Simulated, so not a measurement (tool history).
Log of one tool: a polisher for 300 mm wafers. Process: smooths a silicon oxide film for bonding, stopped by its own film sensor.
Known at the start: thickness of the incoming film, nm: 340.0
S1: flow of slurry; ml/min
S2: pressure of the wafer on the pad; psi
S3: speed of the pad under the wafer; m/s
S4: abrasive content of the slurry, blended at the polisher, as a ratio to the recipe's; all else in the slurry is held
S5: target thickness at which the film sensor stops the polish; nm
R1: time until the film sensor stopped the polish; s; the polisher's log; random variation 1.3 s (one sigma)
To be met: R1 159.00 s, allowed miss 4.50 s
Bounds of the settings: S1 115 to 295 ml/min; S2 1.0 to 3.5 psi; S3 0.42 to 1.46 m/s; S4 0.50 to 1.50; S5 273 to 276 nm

run,hour,S1,S2,S3,S4,S5,R1
1,0.0,190,2.2,0.94,1.00,276,104.02
2,5.3,185,2.0,0.94,1.00,276,113.37
3,8.5,185,2.0,0.82,1.00,276,125.62
4,11.0,185,1.9,0.82,1.00,276,131.70
5,12.8,185,2.1,0.82,1.00,276,122.59
6,14.7,185,2.1,1.00,1.00,276,103.30
7,15.9,180,1.9,1.00,1.00,276,112.94
8,20.8,175,1.7,1.00,1.00,276,127.23
9,24.7,170,1.6,1.00,1.00,276,134.15
10,28.0,155,1.2,1.00,1.00,276,172.60
11,29.3,165,1.2,1.00,1.00,276,169.77
12,34.7,170,1.2,1.00,1.00,276,170.24
13,40.7,170,1.2,1.00,1.00,276,170.09
14,45.8,175,1.2,1.00,1.00,276,171.44

Which of these 5 next moves meets every target?
A,50.9,170,1.4,1.12,0.95,273,?
B,50.9,185,1.1,1.04,1.10,273,?
C,50.9,155,1.6,1.02,0.80,276,?
D,50.9,200,1.3,1.10,1.05,273,?
E,50.9,160,1.3,0.94,1.25,273,?

move,R1
A,143.90
B,173.36
C,145.15
D,145.37
E,158.79
A: takes the result that was furthest off past its target
B: further off than the last run
C: takes the result that was furthest off past its target
D: takes the result that was furthest off past its target
E: meets every target
The right move is E.
